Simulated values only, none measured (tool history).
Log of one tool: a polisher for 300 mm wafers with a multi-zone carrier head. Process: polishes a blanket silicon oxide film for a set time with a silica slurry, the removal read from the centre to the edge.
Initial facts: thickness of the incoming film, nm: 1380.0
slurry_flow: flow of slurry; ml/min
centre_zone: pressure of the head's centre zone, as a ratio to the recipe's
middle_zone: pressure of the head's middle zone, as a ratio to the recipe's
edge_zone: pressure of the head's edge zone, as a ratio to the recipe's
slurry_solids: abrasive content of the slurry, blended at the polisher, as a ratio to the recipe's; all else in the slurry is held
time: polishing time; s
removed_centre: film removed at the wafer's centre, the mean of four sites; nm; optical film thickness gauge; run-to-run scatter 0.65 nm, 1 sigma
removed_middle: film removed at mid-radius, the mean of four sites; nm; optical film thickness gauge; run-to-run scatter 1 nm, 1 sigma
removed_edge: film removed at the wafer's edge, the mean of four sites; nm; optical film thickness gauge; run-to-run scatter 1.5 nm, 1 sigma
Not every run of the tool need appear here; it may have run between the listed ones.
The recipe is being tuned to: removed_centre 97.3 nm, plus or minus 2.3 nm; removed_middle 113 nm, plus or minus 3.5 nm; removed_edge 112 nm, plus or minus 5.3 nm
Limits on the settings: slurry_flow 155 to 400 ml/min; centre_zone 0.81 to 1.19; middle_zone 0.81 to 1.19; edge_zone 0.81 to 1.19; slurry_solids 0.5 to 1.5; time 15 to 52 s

run,hour,slurry_flow,centre_zone,middle_zone,edge_zone,slurry_solids,time,removed_centre,removed_middle,removed_edge
1,0,255,1,1,1,1,33,124.16,127.73,128.56
2,1.6,245,0.96,0.99,0.97,0.95,33,118.23,123.51,121.39
3,8,245,0.88,0.99,0.97,0.95,33,107.5,121.27,119.98
4,8.6,235,0.86,0.98,0.96,0.95,33,104.55,119.98,121.4
5,12.3,195,0.86,0.98,0.96,0.95,33,103.37,119.55,119.25
6,13,195,0.85,0.97,0.95,0.95,33,101.2,118.27,117.47
7,19.4,195,0.85,0.96,0.94,0.95,33,103.32,116.32,118.42
8,23.3,195,0.85,0.96,0.94,0.95,33,102.81,117.1,118.46
9,26.8,195,0.84,0.96,0.93,0.95,33,101.36,117.04,119.15
10,32.7,190,0.85,0.97,0.92,0.9,33,100.6,114.02,114.89

Exactly one of the 4 candidate moves below puts every result within its allowed miss. Which one?
A,38.6,200,0.83,0.92,0.91,0.85,35,?,?,?
B,38.6,215,0.87,1.02,1,0.8,32,?,?,?
C,38.6,175,0.85,0.88,0.81,0.55,41,?,?,?
D,38.6,250,0.92,1.1,0.99,0.7,34,?,?,?

move,removed_centre,removed_middle,removed_edge
A,101.29,115.71,122.49
B,95.508,113.84,115.21
C,103,111.22,116.45
D,103.75,125.1,117.61
A: moves away from the targets compared with the last run
B: meets every target
C: moves away from the targets compared with the last run
D: moves away from the targets compared with the last run
The move that meets every target is B.
